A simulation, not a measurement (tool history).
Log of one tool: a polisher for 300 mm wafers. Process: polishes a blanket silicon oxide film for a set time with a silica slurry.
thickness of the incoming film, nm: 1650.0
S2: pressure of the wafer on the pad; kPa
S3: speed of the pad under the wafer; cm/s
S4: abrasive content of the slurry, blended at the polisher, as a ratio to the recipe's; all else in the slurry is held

Run 1, hour 0: flow of slurry (ml/min) 135, S2 35.2 kPa, S3 122 cm/s, S4 1, polishing time (s) 120. Result: film removed (nm) 545.63.
Run 2, hour 6.1: flow of slurry (ml/min) 135, S2 35.2 kPa, S3 100 cm/s, S4 1, polishing time (s) 120. Result: film removed (nm) 486.95.
Run 3, hour 14.6: flow of slurry (ml/min) 130, S2 29.6 kPa, S3 88 cm/s, S4 1, polishing time (s) 120. Result: film removed (nm) 382.
Run 4, hour 20.9: flow of slurry (ml/min) 125, S2 25.5 kPa, S3 80 cm/s, S4 1, polishing time (s) 120. Result: film removed (nm) 306.48.
Run 5, hour 26.6: flow of slurry (ml/min) 95, S2 25.5 kPa, S3 80 cm/s, S4 1, polishing time (s) 120. Result: film removed (nm) 293.69.
Run 6, hour 32.2: flow of slurry (ml/min) 95, S2 22.8 kPa, S3 80 cm/s, S4 1, polishing time (s) 120. Result: film removed (nm) 260.13.
Run 7, hour 39.3: flow of slurry (ml/min) 95, S2 21.4 kPa, S3 80 cm/s, S4 1, polishing time (s) 120. Result: film removed (nm) 242.87.
Run 8, hour 43.7: flow of slurry (ml/min) 95, S2 20.7 kPa, S3 80 cm/s, S4 1, polishing time (s) 120. Result: film removed (nm) 230.71.
Run 9, hour 52.1: flow of slurry (ml/min) 95, S2 20 kPa, S3 80 cm/s, S4 1, polishing time (s) 120. Result: film removed (nm) 229.53.
Run 10, hour 56.6: flow of slurry (ml/min) 95, S2 20 kPa, S3 80 cm/s, S4 1, polishing time (s) 120. Result: film removed (nm) 223.5.

The next listed run, before its measurement:
Run 11, hour 60.7: flow of slurry (ml/min) 95, S2 19.3 kPa, S3 80 cm/s, S4 1, polishing time (s) 120. Result: film removed (nm) ?.

{"run 11": {"film removed (nm)": 220.01}}
